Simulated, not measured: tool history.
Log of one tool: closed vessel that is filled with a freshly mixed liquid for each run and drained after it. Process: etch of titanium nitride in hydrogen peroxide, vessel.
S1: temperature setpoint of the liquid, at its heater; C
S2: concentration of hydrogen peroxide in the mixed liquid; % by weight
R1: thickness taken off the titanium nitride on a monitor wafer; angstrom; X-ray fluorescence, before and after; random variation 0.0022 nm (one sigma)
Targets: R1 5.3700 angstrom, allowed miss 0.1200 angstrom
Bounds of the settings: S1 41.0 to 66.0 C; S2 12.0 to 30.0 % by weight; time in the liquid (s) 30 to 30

run 1 hour=0.0 | S1=57.0 S2=21.5 time_in_the_liquid_(s)=30 | R1=13.3900
run 2 hour=1.4 | S1=54.5 S2=21.5 time_in_the_liquid_(s)=30 | R1=11.2200
run 3 hour=3.6 | S1=52.5 S2=21.5 time_in_the_liquid_(s)=30 | R1=9.6639
run 4 hour=6.4 | S1=52.5 S2=18.0 time_in_the_liquid_(s)=30 | R1=9.3740
run 5 hour=8.4 | S1=51.0 S2=18.0 time_in_the_liquid_(s)=30 | R1=8.4241
run 6 hour=13.8 | S1=50.0 S2=18.0 time_in_the_liquid_(s)=30 | R1=7.8441
run 7 hour=21.6 | S1=49.0 S2=18.0 time_in_the_liquid_(s)=30 | R1=7.2866
run 8 hour=29.7 | S1=48.0 S2=18.0 time_in_the_liquid_(s)=30 | R1=6.7914
run 9 hour=38.7 | S1=47.5 S2=18.0 time_in_the_liquid_(s)=30 | R1=6.5295
run 10 hour=40.1 | S1=47.0 S2=18.0 time_in_the_liquid_(s)=30 | R1=6.3210
run 11 hour=42.6 | S1=46.5 S2=18.0 time_in_the_liquid_(s)=30 | R1=6.0332

4 next moves are on the table. One of them brings every result within its allowed miss. Which?
run A hour=45.1 | S1=49.0 S2=19.0 time_in_the_liquid_(s)=30 | R1=?
run B hour=45.1 | S1=48.0 S2=18.0 time_in_the_liquid_(s)=30 | R1=?
run C hour=45.1 | S1=49.0 S2=12.0 time_in_the_liquid_(s)=30 | R1=?
run D hour=45.1 | S1=45.0 S2=17.0 time_in_the_liquid_(s)=30 | R1=?

move=A R1=7.4149
move=B R1=6.8145
move=C R1=6.7306
move=D R1=5.3949
A: further off than the last run
B: further off than the last run
C: further off than the last run
D: meets every target
Move D is the one to make.
